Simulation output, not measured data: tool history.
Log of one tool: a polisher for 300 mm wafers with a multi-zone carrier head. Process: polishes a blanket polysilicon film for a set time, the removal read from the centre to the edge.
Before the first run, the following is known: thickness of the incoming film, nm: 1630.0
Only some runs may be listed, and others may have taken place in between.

| run | hour | flow of slurry (ml/min) | pressure of the head's centre zone | pressure of the head's middle zone | pressure of the head's edge zone | polishing time (s) | film removed at the wafer's centre (angstrom) | film removed at mid-radius (angstrom) | film removed at the wafer's edge (angstrom) |
|---|---|---|---|---|---|---|---|---|---|
| 1 | 0 | 185 | 1 | 1 | 1 | 59 | 5173.9 | 5441.4 | 5236.7 |
| 2 | 5 | 185 | 1 | 0.94 | 1 | 59 | 5178.8 | 5180.9 | 5196.5 |
| 3 | 8.9 | 220 | 1 | 0.94 | 1 | 59 | 5342.5 | 5251.6 | 5332.3 |
| 4 | 14 | 230 | 1 | 0.92 | 1.04 | 59 | 5418.7 | 5287.2 | 5481.4 |
| 5 | 20.8 | 230 | 1 | 1 | 1.04 | 59 | 5474.7 | 5630.1 | 5538.8 |
| 6 | 23.2 | 230 | 1.01 | 0.95 | 1.08 | 59 | 5327.2 | 5396.5 | 5600.3 |
| 7 | 29.4 | 235 | 1.02 | 0.91 | 1.1 | 59 | 5553.6 | 5161.2 | 5695.4 |

The next listed run, before its measurement:
| 8 | 35.8 | 235 | 1.02 | 0.9 | 1.12 | 59 | ? | ? | ? |

film removed at the wafer's centre (angstrom): 5445.2
film removed at mid-radius (angstrom): 5195
film removed at the wafer's edge (angstrom): 5691.6
